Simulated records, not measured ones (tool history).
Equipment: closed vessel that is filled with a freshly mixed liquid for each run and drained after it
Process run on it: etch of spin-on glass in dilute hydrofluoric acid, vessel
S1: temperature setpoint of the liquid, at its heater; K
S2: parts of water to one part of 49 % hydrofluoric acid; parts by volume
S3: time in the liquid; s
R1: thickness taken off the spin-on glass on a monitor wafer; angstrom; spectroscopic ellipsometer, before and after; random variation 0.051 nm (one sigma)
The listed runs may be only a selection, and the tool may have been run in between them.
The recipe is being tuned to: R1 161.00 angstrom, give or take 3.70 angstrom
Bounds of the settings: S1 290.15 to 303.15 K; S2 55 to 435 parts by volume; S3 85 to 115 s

run	day	S1	S2	S3	R1
1	0.000	295.15	245	115	134.92
2	0.279	295.15	245	115	135.57
3	0.621	295.15	175	115	203.14
4	0.775	295.15	240	115	139.01
5	1.121	295.15	185	115	190.62
6	1.446	295.15	185	115	190.08
7	1.496	294.15	185	115	182.49
8	1.683	293.65	185	115	181.30
9	1.846	292.65	185	115	173.30

Exercise: of the 4 proposed moves below, exactly one satisfies all targets within the stated allowed misses. Which move is it?
A	2.008	292.65	160	85	?
B	2.008	299.15	240	115	?
C	2.008	293.65	195	115	?
D	2.008	297.65	185	85	?

move	R1
A	151.89
B	160.76
C	169.28
D	155.04
A: takes the biggest miss from the last run beyond its target
B: meets every target
C: nearer the targets than the last run, but a result is still out of spec
D: takes the biggest miss from the last run beyond its target
So the answer is move B, the one that meets all the targets.
